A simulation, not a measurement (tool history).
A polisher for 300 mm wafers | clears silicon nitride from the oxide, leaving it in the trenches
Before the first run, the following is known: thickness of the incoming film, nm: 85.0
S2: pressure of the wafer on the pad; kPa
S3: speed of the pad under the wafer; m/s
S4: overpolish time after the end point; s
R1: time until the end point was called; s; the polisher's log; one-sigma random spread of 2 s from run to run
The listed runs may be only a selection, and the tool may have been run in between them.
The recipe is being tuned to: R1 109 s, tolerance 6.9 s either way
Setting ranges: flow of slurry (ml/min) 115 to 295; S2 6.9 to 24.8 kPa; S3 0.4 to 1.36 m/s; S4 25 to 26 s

Run 1, hour 0: flow of slurry (ml/min) 190, S2 15.9 kPa, S3 0.88 m/s, S4 25 s. Result: R1 163.68 s.
Run 2, hour 1: flow of slurry (ml/min) 190, S2 15.9 kPa, S3 0.76 m/s, S4 25 s. Result: R1 182.97 s.
Run 3, hour 4: flow of slurry (ml/min) 160, S2 15.9 kPa, S3 0.76 m/s, S4 25 s. Result: R1 185.86 s.
Run 4, hour 8.5: flow of slurry (ml/min) 160, S2 16.5 kPa, S3 0.76 m/s, S4 25 s. Result: R1 181.31 s.
Run 5, hour 11.6: flow of slurry (ml/min) 125, S2 16.5 kPa, S3 0.76 m/s, S4 25 s. Result: R1 191.05 s.
Run 6, hour 17.2: flow of slurry (ml/min) 125, S2 20.7 kPa, S3 0.76 m/s, S4 25 s. Result: R1 156.03 s.
Run 7, hour 22.3: flow of slurry (ml/min) 125, S2 21.4 kPa, S3 0.78 m/s, S4 25 s. Result: R1 145.28 s.
Run 8, hour 24.6: flow of slurry (ml/min) 125, S2 22.1 kPa, S3 0.78 m/s, S4 25 s. Result: R1 144.22 s.
Run 9, hour 30.1: flow of slurry (ml/min) 125, S2 22.1 kPa, S3 0.8 m/s, S4 25 s. Result: R1 139.27 s.
Run 10, hour 31.2: flow of slurry (ml/min) 125, S2 22.1 kPa, S3 0.82 m/s, S4 25 s. Result: R1 139.6 s.
At hour 31.9: worn pad replaced by a new one.
Run 11, hour 31.9: flow of slurry (ml/min) 125, S2 22.1 kPa, S3 0.84 m/s, S4 25 s. Result: R1 124.56 s.

Which single option among these 5 for the next run brings every result within its allowed miss of target? Just one does.
Run A, hour 32.6: flow of slurry (ml/min) 135, S2 19.3 kPa, S3 0.96 m/s, S4 26 s. Result: R1 ?.
Run B, hour 32.6: flow of slurry (ml/min) 120, S2 24.1 kPa, S3 0.9 m/s, S4 25 s. Result: R1 ?.
Run C, hour 32.6: flow of slurry (ml/min) 115, S2 21.4 kPa, S3 0.74 m/s, S4 26 s. Result: R1 ?.
Run D, hour 32.6: flow of slurry (ml/min) 115, S2 20 kPa, S3 0.88 m/s, S4 26 s. Result: R1 ?.
Run E, hour 32.6: flow of slurry (ml/min) 115, S2 17.9 kPa, S3 0.96 m/s, S4 25 s. Result: R1 ?.

move      R1
   A  125.13
   B     110
   C  145.38
   D  135.17
   E  139.55
A: no better and no worse than the last run
B: each result inside its tolerance
C: its largest miss is bigger than the last run's
D: its largest miss is bigger than the last run's
E: its largest miss is bigger than the last run's
Move B is the one to make.

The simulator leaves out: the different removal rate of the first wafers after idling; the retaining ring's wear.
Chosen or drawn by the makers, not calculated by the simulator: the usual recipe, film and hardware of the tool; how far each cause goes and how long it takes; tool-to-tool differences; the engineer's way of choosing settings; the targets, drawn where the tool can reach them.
